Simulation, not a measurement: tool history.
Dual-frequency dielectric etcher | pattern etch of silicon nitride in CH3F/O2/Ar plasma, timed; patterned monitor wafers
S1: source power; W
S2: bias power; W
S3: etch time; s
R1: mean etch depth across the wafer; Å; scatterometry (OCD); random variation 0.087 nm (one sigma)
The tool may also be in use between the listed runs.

run,hour,S1,S2,S3,R1
1,0,320,74,39.5,262.64
2,8.4,320,74,41.5,278.21
3,13.8,360,74,41.5,295.32
4,19.6,390,74,41.5,301.44
5,26.8,340,67,41,269.82
6,34,290,67,41,251.56
7,40.3,270,63,41,238.01
8,40.9,250,60,41,225.91
9,49.4,240,58,41,217.72

The next listed run, before its measurement:
10,53.4,190,52,41,?

Run 10 gave R1 185.88 Å.

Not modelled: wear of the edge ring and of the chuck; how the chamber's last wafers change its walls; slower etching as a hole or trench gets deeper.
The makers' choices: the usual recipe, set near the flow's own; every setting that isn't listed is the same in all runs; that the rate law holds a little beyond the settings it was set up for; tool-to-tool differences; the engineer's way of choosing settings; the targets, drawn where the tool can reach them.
